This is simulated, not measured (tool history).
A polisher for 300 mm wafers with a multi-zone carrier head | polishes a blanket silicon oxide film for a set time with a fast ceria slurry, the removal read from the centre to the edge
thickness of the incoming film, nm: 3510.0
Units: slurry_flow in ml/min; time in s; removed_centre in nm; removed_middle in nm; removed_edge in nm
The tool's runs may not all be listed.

{"run": 1, "day": 0.0, "slurry_flow": 210, "centre_zone": 1, "middle_zone": 1, "edge_zone": 1, "time": 78, "removed_centre": 692.12, "removed_middle": 679.2, "removed_edge": 683.98}
{"run": 2, "day": 0.371, "slurry_flow": 210, "centre_zone": 1, "middle_zone": 1.07, "edge_zone": 1, "time": 78, "removed_centre": 699.36, "removed_middle": 723.31, "removed_edge": 678.58}
{"run": 3, "day": 0.521, "slurry_flow": 210, "centre_zone": 1, "middle_zone": 1.07, "edge_zone": 1.07, "time": 78, "removed_centre": 705.13, "removed_middle": 709.55, "removed_edge": 701.58}
{"run": 4, "day": 0.729, "slurry_flow": 210, "centre_zone": 1, "middle_zone": 1.14, "edge_zone": 1.07, "time": 78, "removed_centre": 711.45, "removed_middle": 764.23, "removed_edge": 706.4}
{"run": 5, "day": 1.067, "slurry_flow": 210, "centre_zone": 1, "middle_zone": 1.14, "edge_zone": 1.07, "time": 67, "removed_centre": 613.01, "removed_middle": 659.78, "removed_edge": 603.08}
{"run": 6, "day": 1.142, "slurry_flow": 210, "centre_zone": 1, "middle_zone": 1.14, "edge_zone": 1.11, "time": 67, "removed_centre": 614.29, "removed_middle": 647.59, "removed_edge": 615.2}
{"run": 7, "day": 1.408, "slurry_flow": 215, "centre_zone": 1, "middle_zone": 1.13, "edge_zone": 1.13, "time": 71, "removed_centre": 646.39, "removed_middle": 689.62, "removed_edge": 668.44}
{"run": 8, "day": 1.638, "slurry_flow": 275, "centre_zone": 1.09, "middle_zone": 1.03, "edge_zone": 1.19, "time": 80, "removed_centre": 802.85, "removed_middle": 740.15, "removed_edge": 789.12}
{"run": 9, "day": 1.971, "slurry_flow": 280, "centre_zone": 1.08, "middle_zone": 1.03, "edge_zone": 1.19, "time": 81, "removed_centre": 804.29, "removed_middle": 751.53, "removed_edge": 805.63}
{"run": 10, "day": 2.046, "slurry_flow": 280, "centre_zone": 1.08, "middle_zone": 1.03, "edge_zone": 1.19, "time": 81, "removed_centre": 814.56, "removed_middle": 743.03, "removed_edge": 799.61}

Forecast run 11:
{"run": 11, "day": 2.133, "slurry_flow": 280, "centre_zone": 1.07, "middle_zone": 1.03, "edge_zone": 1.19, "time": 81, "removed_centre": "?", "removed_middle": "?", "removed_edge": "?"}

{"run 11": {"removed_centre": 793, "removed_middle": 750.56, "removed_edge": 793.58}}

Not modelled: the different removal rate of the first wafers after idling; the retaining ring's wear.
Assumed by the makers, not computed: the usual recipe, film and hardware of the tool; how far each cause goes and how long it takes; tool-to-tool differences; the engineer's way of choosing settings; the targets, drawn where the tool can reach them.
